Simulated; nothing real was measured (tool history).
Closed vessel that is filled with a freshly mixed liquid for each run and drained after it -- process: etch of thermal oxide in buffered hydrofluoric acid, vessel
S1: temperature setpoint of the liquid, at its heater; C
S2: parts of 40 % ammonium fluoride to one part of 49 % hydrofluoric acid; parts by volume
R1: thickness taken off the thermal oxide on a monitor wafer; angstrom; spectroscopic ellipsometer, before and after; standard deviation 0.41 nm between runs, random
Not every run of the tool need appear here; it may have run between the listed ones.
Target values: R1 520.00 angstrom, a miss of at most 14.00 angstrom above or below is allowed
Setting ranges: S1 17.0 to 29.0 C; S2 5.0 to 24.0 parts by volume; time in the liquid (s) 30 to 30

run 1 day=0.000 | S1=21.0 S2=14.5 time_in_the_liquid_(s)=30 | R1=193.37
run 2 day=0.050 | S1=22.5 S2=13.0 time_in_the_liquid_(s)=30 | R1=236.30
run 3 day=0.392 | S1=22.5 S2=13.0 time_in_the_liquid_(s)=30 | R1=235.68
run 4 day=0.750 | S1=22.5 S2=13.0 time_in_the_liquid_(s)=30 | R1=235.70
run 5 day=0.808 | S1=22.5 S2=13.0 time_in_the_liquid_(s)=30 | R1=235.29
run 6 day=0.912 | S1=23.5 S2=12.0 time_in_the_liquid_(s)=30 | R1=265.06
run 7 day=1.250 | S1=24.5 S2=11.0 time_in_the_liquid_(s)=30 | R1=304.88
run 8 day=1.608 | S1=25.5 S2=10.5 time_in_the_liquid_(s)=30 | R1=339.72
run 9 day=1.683 | S1=29.0 S2=7.0 time_in_the_liquid_(s)=30 | R1=602.50
run 10 day=1.792 | S1=28.5 S2=7.0 time_in_the_liquid_(s)=30 | R1=584.63

Below are 4 possible settings for the next run. Only one of them brings all results inside the allowed miss of their targets. Which is it?
run A day=1.900 | S1=28.5 S2=6.5 time_in_the_liquid_(s)=30 | R1=?
run B day=1.900 | S1=27.5 S2=6.0 time_in_the_liquid_(s)=30 | R1=?
run C day=1.900 | S1=27.5 S2=7.5 time_in_the_liquid_(s)=30 | R1=?
run D day=1.900 | S1=29.0 S2=6.0 time_in_the_liquid_(s)=30 | R1=?

move=A R1=635.16
move=B R1=645.51
move=C R1=524.38
move=D R1=698.83
A: moves away from the targets compared with the last run
B: moves away from the targets compared with the last run
C: each result inside its tolerance
D: moves away from the targets compared with the last run
C is the move that brings every result within its allowed miss.
